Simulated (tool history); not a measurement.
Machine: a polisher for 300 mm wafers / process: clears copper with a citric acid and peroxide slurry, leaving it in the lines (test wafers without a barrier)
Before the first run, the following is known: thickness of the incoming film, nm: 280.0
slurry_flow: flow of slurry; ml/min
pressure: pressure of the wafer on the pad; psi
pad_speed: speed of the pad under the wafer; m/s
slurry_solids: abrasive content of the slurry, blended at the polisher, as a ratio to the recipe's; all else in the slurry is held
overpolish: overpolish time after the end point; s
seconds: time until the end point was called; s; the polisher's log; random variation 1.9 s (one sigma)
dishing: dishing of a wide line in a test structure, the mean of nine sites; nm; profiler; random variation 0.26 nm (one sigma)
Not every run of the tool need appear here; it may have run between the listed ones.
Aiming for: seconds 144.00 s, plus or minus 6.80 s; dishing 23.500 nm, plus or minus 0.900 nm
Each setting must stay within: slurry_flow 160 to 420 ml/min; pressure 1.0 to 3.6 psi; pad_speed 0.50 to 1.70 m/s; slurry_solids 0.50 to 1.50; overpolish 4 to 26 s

Run 1, hour 0.0: slurry_flow 270 ml/min, pressure 2.3 psi, pad_speed 1.10 m/s, slurry_solids 1.00, overpolish 13 s. Result: seconds 135.43 s, dishing 17.218 nm.
Run 2, hour 7.2: slurry_flow 240 ml/min, pressure 2.3 psi, pad_speed 1.10 m/s, slurry_solids 1.00, overpolish 13 s. Result: seconds 132.86 s, dishing 17.131 nm.
Run 3, hour 12.8: slurry_flow 185 ml/min, pressure 2.3 psi, pad_speed 1.10 m/s, slurry_solids 1.00, overpolish 13 s. Result: seconds 139.61 s, dishing 16.778 nm.
Run 4, hour 15.3: slurry_flow 185 ml/min, pressure 2.3 psi, pad_speed 1.10 m/s, slurry_solids 1.00, overpolish 14 s. Result: seconds 140.90 s, dishing 17.755 nm.
Run 5, hour 19.1: slurry_flow 185 ml/min, pressure 2.3 psi, pad_speed 1.10 m/s, slurry_solids 1.00, overpolish 15 s. Result: seconds 140.98 s, dishing 18.588 nm.
Run 6, hour 23.3: slurry_flow 185 ml/min, pressure 2.3 psi, pad_speed 0.98 m/s, slurry_solids 1.00, overpolish 15 s. Result: seconds 149.37 s, dishing 17.546 nm.
Run 7, hour 26.8: slurry_flow 180 ml/min, pressure 2.3 psi, pad_speed 1.00 m/s, slurry_solids 1.00, overpolish 16 s. Result: seconds 148.10 s, dishing 18.307 nm.
Run 8, hour 30.3: slurry_flow 175 ml/min, pressure 2.3 psi, pad_speed 1.02 m/s, slurry_solids 1.00, overpolish 17 s. Result: seconds 150.62 s, dishing 19.525 nm.
Run 9, hour 34.4: slurry_flow 175 ml/min, pressure 2.3 psi, pad_speed 1.02 m/s, slurry_solids 1.00, overpolish 18 s. Result: seconds 145.66 s, dishing 20.502 nm.
Run 10, hour 37.0: slurry_flow 170 ml/min, pressure 2.3 psi, pad_speed 1.02 m/s, slurry_solids 1.00, overpolish 19 s. Result: seconds 149.22 s, dishing 21.535 nm.
Run 11, hour 40.0: slurry_flow 170 ml/min, pressure 2.3 psi, pad_speed 1.02 m/s, slurry_solids 1.00, overpolish 20 s. Result: seconds 148.43 s, dishing 22.285 nm.

Below are 5 possible settings for the next run. Only one of them brings all results inside the allowed miss of their targets. Which is it?
Run A, hour 43.0: slurry_flow 160 ml/min, pressure 2.4 psi, pad_speed 0.94 m/s, slurry_solids 1.20, overpolish 19 s. Result: seconds ?, dishing ?.
Run B, hour 43.0: slurry_flow 225 ml/min, pressure 2.3 psi, pad_speed 0.98 m/s, slurry_solids 1.10, overpolish 18 s. Result: seconds ?, dishing ?.
Run C, hour 43.0: slurry_flow 160 ml/min, pressure 2.7 psi, pad_speed 0.88 m/s, slurry_solids 0.95, overpolish 18 s. Result: seconds ?, dishing ?.
Run D, hour 43.0: slurry_flow 160 ml/min, pressure 2.8 psi, pad_speed 0.92 m/s, slurry_solids 0.70, overpolish 20 s. Result: seconds ?, dishing ?.
Run E, hour 43.0: slurry_flow 165 ml/min, pressure 1.9 psi, pad_speed 1.34 m/s, slurry_solids 1.20, overpolish 17 s. Result: seconds ?, dishing ?.

move  seconds  dishing
   A   150.72   21.862
   B   149.08   21.094
   C   147.00   21.522
   D   145.70   23.533
   E   146.59   20.186
A: misses by more than the last run did
B: misses by more than the last run did
C: misses by more than the last run did
D: all results in spec
E: misses by more than the last run did
D is the move that brings every result within its allowed miss.

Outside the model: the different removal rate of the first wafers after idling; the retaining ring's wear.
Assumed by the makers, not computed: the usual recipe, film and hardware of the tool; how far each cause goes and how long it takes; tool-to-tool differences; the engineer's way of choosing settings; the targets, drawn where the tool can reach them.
